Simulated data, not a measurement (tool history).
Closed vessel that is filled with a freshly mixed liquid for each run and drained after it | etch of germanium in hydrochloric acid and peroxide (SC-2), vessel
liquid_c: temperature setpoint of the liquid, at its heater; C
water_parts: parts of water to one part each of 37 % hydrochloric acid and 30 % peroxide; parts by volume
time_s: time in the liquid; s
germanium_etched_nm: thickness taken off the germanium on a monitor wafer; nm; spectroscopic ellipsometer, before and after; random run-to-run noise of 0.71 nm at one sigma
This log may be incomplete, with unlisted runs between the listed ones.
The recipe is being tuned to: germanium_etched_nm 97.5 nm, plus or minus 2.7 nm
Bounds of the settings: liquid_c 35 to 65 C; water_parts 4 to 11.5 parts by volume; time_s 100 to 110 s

Run 1, hour 0: liquid_c 49 C, water_parts 6.5 parts by volume, time_s 100 s. Result: germanium_etched_nm 135.64 nm.
Run 2, hour 5.2: liquid_c 45.5 C, water_parts 6.5 parts by volume, time_s 100 s. Result: germanium_etched_nm 120.14 nm.
Run 3, hour 9.6: liquid_c 45.5 C, water_parts 5 parts by volume, time_s 100 s. Result: germanium_etched_nm 121.8 nm.
Run 4, hour 12.9: liquid_c 45.5 C, water_parts 5 parts by volume, time_s 100 s. Result: germanium_etched_nm 122.62 nm.
Run 5, hour 16.6: liquid_c 45.5 C, water_parts 5 parts by volume, time_s 110 s. Result: germanium_etched_nm 134.06 nm.
Run 6, hour 20.3: liquid_c 45.5 C, water_parts 6.5 parts by volume, time_s 110 s. Result: germanium_etched_nm 133.54 nm.
Run 7, hour 21.4: liquid_c 42.5 C, water_parts 6.5 parts by volume, time_s 110 s. Result: germanium_etched_nm 118.77 nm.
Run 8, hour 29: liquid_c 41 C, water_parts 6.5 parts by volume, time_s 110 s. Result: germanium_etched_nm 114.35 nm.
Run 9, hour 36.7: liquid_c 39.5 C, water_parts 6.5 parts by volume, time_s 110 s. Result: germanium_etched_nm 109.04 nm.
Run 10, hour 37.8: liquid_c 38.5 C, water_parts 6.5 parts by volume, time_s 110 s. Result: germanium_etched_nm 105.24 nm.
Run 11, hour 42.5: liquid_c 38 C, water_parts 6.5 parts by volume, time_s 110 s. Result: germanium_etched_nm 102.44 nm.
Run 12, hour 43.5: liquid_c 37.5 C, water_parts 6.5 parts by volume, time_s 110 s. Result: germanium_etched_nm 99.701 nm.

4 next moves are on the table. One of them brings every result within its allowed miss. Which?
Run A, hour 44.5: liquid_c 41 C, water_parts 6.5 parts by volume, time_s 100 s. Result: germanium_etched_nm ?.
Run B, hour 44.5: liquid_c 38 C, water_parts 5 parts by volume, time_s 110 s. Result: germanium_etched_nm ?.
Run C, hour 44.5: liquid_c 36 C, water_parts 5.5 parts by volume, time_s 110 s. Result: germanium_etched_nm ?.
Run D, hour 44.5: liquid_c 38.5 C, water_parts 7 parts by volume, time_s 110 s. Result: germanium_etched_nm ?.

move  germanium_etched_nm
   A               104.08
   B               103.96
   C               96.748
   D               104.78
A: the biggest miss grows against the last run
B: the biggest miss grows against the last run
C: all results in spec
D: the biggest miss grows against the last run
C meets every target.
